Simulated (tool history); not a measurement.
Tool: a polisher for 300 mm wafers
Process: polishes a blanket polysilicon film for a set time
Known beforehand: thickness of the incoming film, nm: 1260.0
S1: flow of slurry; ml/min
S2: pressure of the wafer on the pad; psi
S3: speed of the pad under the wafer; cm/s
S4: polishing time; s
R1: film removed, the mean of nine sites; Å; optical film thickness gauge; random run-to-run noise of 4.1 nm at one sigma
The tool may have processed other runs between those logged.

run,hour,S1,S2,S3,S4,R1
1,0,270,3.3,106,27,2586
2,2.5,270,3.5,106,27,2757.8
3,4.6,270,3.7,106,27,2841.6
4,8.3,270,3.9,106,27,3071.1
5,12.5,230,3.9,106,27,2957.2
6,13.5,290,3.9,106,27,3030.9
7,18.1,290,4,106,27,3176.5
8,25.9,295,4.1,106,27,3167.9
9,32,295,4.2,106,27,3310.6

What will run 10 give?
10,39.4,295,4.3,106,27,?

{"run 10": {"R1": 3391.6}}
